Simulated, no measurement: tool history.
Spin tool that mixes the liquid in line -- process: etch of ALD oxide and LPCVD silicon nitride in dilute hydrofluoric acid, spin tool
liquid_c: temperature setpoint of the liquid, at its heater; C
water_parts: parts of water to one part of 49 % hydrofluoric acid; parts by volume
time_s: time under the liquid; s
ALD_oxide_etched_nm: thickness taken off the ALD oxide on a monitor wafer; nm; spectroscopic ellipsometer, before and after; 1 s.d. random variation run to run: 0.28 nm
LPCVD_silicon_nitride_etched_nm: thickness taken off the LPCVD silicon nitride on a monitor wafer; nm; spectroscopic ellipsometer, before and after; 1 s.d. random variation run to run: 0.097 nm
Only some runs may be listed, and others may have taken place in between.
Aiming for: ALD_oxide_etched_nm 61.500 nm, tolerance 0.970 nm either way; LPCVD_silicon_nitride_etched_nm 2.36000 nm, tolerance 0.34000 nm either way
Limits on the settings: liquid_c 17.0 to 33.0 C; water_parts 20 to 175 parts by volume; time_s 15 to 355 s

| run | day | liquid_c | water_parts | time_s | ALD_oxide_etched_nm | LPCVD_silicon_nitride_etched_nm |
|---|---|---|---|---|---|---|
| 1 | 0.000 | 25.0 | 95 | 180 | 18.899 | 0.86506 |
| 2 | 0.192 | 27.0 | 70 | 185 | 29.353 | 1.44360 |
| 3 | 0.212 | 25.0 | 70 | 185 | 27.007 | 1.29510 |
| 4 | 0.325 | 22.0 | 70 | 185 | 24.128 | 1.10110 |
| 5 | 0.488 | 22.0 | 90 | 185 | 18.289 | 0.75281 |
| 6 | 0.708 | 22.0 | 90 | 235 | 22.874 | 0.96994 |
| 7 | 0.921 | 26.0 | 50 | 230 | 50.635 | 2.25230 |
| 8 | 1.038 | 29.0 | 45 | 230 | 63.883 | 3.12070 |
| 9 | 1.175 | 28.5 | 45 | 230 | 62.505 | 2.79050 |
| 10 | 1.292 | 28.0 | 45 | 230 | 61.363 | 2.93420 |
| 11 | 1.517 | 27.5 | 45 | 230 | 59.796 | 2.78170 |
| 12 | 1.829 | 26.5 | 40 | 230 | 65.149 | 2.92980 |
| 13 | 2.025 | 25.5 | 40 | 230 | 62.929 | 2.66910 |

Pick the move, out of 5, that brings all results within their allowed miss; only one does.
| A | 2.221 | 23.0 | 35 | 225 | ? | ? |
| B | 2.221 | 33.0 | 35 | 150 | ? | ? |
| C | 2.221 | 32.5 | 40 | 180 | ? | ? |
| D | 2.221 | 22.0 | 40 | 260 | ? | ? |
| E | 2.221 | 28.0 | 50 | 270 | ? | ? |

| move | ALD_oxide_etched_nm | LPCVD_silicon_nitride_etched_nm |
|---|---|---|
| A | 63.439 | 2.40310 |
| B | 63.368 | 3.10070 |
| C | 64.710 | 3.15990 |
| D | 61.107 | 2.27760 |
| E | 64.041 | 2.84420 |
A: lands further from the targets than the last run did
B: lands further from the targets than the last run did
C: lands further from the targets than the last run did
D: meets every target
E: lands further from the targets than the last run did
The move that meets every target is D.

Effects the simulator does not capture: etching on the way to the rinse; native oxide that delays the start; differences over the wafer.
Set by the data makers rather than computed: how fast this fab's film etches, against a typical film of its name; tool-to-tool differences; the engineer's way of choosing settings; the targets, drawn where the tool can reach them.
